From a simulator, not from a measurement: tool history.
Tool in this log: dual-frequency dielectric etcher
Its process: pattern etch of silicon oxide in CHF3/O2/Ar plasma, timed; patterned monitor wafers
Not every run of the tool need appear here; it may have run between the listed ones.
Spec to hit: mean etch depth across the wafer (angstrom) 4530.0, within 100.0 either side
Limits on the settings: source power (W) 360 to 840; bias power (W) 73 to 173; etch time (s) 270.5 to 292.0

run  hour  source power (W)  bias power (W)  etch time (s)  mean etch depth across the wafer (angstrom)
  1   0.0               600             123          292.0                                       5112.6
  2   0.9               650             123          292.0                                       5355.3
  3   9.0               620             122          292.0                                       5292.8
  4  16.6               590             120          291.5                                       5021.7
  5  21.9               680             120          291.5                                       5378.1
  6  27.2               680             120          270.5                                       5040.9
  7  33.3               660             119          270.5                                       4916.6
  8  36.1               640             118          270.5                                       4842.0
  9  40.1               630             118          270.5                                       4769.8

5 next moves are on the table. One of them brings every result within its allowed miss. Which?
  A  44.1               580             103          292.0                                            ?
  B  44.1               550             127          272.5                                            ?
  C  44.1               480             122          282.0                                            ?
  D  44.1               640             126          278.5                                            ?
  E  44.1               730              91          285.5                                            ?

move  mean etch depth across the wafer (angstrom)
   A                                       4779.7
   B                                       4771.1
   C                                       4589.9
   D                                       5169.9
   E                                       4881.6
A: neither nearer nor further off than the last run
B: neither nearer nor further off than the last run
C: hits every target within its allowed miss
D: the biggest miss grows against the last run
E: the biggest miss grows against the last run
C meets every target.
